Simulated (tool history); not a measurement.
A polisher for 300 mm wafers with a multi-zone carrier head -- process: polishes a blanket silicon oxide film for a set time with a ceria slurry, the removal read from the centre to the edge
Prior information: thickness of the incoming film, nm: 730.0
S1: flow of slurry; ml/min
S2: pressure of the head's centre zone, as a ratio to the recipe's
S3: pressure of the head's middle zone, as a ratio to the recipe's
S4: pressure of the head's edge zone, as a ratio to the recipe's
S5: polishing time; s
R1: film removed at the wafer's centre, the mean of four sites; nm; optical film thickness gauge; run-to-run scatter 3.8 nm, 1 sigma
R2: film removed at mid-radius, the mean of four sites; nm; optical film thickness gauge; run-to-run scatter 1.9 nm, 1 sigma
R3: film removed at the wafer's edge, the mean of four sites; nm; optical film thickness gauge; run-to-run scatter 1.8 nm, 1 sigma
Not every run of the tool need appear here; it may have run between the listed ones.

run	hour	S1	S2	S3	S4	S5	R1	R2	R3
1	0	315	1	1	1	32	217.27	217.87	223.79
2	7.5	275	1	1	1	32	213.28	215.44	215.96
3	12.2	275	1	0.93	1	32	215.8	202.15	220.15
4	16.8	310	1.06	1.01	1.02	34	248.93	232.18	238.56
5	20.9	340	1.09	1.07	1.03	35	263.94	254.08	245.89
6	23.4	295	1.09	1.07	1.03	35	258.38	247.02	245.96
# hour 31.4: slurry nozzle cleaned
7	31.4	340	1.12	1.11	1.05	36	289.18	277.04	262.8

Run 8, settings as shown, results not yet in. Your forecast:
8	35.7	375	1.13	1.12	1.06	36	?	?	?

Run 8 gave R1 293.4 nm, R2 282.92 nm, R3 263.75 nm.
